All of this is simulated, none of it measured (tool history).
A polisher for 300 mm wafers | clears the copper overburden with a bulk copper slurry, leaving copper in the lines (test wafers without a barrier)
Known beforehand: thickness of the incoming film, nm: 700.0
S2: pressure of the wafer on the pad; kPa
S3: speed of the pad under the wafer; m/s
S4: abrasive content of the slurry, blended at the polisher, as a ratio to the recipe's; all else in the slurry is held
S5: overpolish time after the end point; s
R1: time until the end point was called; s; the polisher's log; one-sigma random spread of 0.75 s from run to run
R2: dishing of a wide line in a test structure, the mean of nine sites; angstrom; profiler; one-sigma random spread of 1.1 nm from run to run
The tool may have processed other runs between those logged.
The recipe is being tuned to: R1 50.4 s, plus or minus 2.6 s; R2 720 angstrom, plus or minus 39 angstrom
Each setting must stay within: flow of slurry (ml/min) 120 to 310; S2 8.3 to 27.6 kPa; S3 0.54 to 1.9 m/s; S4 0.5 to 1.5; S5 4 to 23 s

{"run": 1, "hour": 0.0, "flow of slurry (ml/min)": 200, "S2": 17.9, "S3": 1.22, "S4": 1, "S5": 12, "R1": 70.543, "R2": 738.12}
{"run": 2, "hour": 7.2, "flow of slurry (ml/min)": 200, "S2": 19.3, "S3": 1.24, "S4": 1, "S5": 10, "R1": 64.412, "R2": 691.28}
{"run": 3, "hour": 7.9, "flow of slurry (ml/min)": 200, "S2": 19.3, "S3": 1.24, "S4": 1, "S5": 7, "R1": 62.764, "R2": 519.78}
{"run": 4, "hour": 9.1, "flow of slurry (ml/min)": 200, "S2": 20.7, "S3": 1.24, "S4": 1, "S5": 7, "R1": 60.81, "R2": 556.92}
{"run": 5, "hour": 16.9, "flow of slurry (ml/min)": 200, "S2": 20.7, "S3": 1.24, "S4": 1.15, "S5": 7, "R1": 60.252, "R2": 563.28}
{"run": 6, "hour": 22.0, "flow of slurry (ml/min)": 200, "S2": 22.1, "S3": 1.24, "S4": 1.15, "S5": 7, "R1": 55.693, "R2": 591.75}
{"run": 7, "hour": 30.4, "flow of slurry (ml/min)": 200, "S2": 22.8, "S3": 1.24, "S4": 1.15, "S5": 7, "R1": 53.397, "R2": 625.27}
{"run": 8, "hour": 32.7, "flow of slurry (ml/min)": 200, "S2": 23.4, "S3": 1.24, "S4": 1.15, "S5": 7, "R1": 51.253, "R2": 637.25}
{"run": 9, "hour": 41.0, "flow of slurry (ml/min)": 200, "S2": 24.1, "S3": 1.24, "S4": 1.15, "S5": 9, "R1": 50.407, "R2": 783.51}
{"run": 10, "hour": 50.0, "flow of slurry (ml/min)": 200, "S2": 24.1, "S3": 1.24, "S4": 1.15, "S5": 9, "R1": 49.252, "R2": 793.92}

Below are 5 possible settings for the next run. Only one of them brings all results inside the allowed miss of their targets. Which is it?
{"run": "A", "hour": 59.0, "flow of slurry (ml/min)": 155, "S2": 24.1, "S3": 1.28, "S4": 1.05, "S5": 12, "R1": "?", "R2": "?"}
{"run": "B", "hour": 59.0, "flow of slurry (ml/min)": 215, "S2": 22.1, "S3": 1.46, "S4": 1.05, "S5": 11, "R1": "?", "R2": "?"}
{"run": "C", "hour": 59.0, "flow of slurry (ml/min)": 225, "S2": 24.1, "S3": 1.22, "S4": 1.25, "S5": 8, "R1": "?", "R2": "?"}
{"run": "D", "hour": 59.0, "flow of slurry (ml/min)": 205, "S2": 21.4, "S3": 1.44, "S4": 1.1, "S5": 10, "R1": "?", "R2": "?"}
{"run": "E", "hour": 59.0, "flow of slurry (ml/min)": 210, "S2": 24.1, "S3": 1.28, "S4": 1.1, "S5": 11, "R1": "?", "R2": "?"}

move=A R1=51.661 R2=943.56
move=B R1=47.05 R2=937.59
move=C R1=49.828 R2=728.59
move=D R1=49.203 R2=851.93
move=E R1=48.849 R2=924.6
A: misses by more than the last run did
B: misses by more than the last run did
C: meets every target
D: misses by more than the last run did
E: misses by more than the last run did
Answer: C

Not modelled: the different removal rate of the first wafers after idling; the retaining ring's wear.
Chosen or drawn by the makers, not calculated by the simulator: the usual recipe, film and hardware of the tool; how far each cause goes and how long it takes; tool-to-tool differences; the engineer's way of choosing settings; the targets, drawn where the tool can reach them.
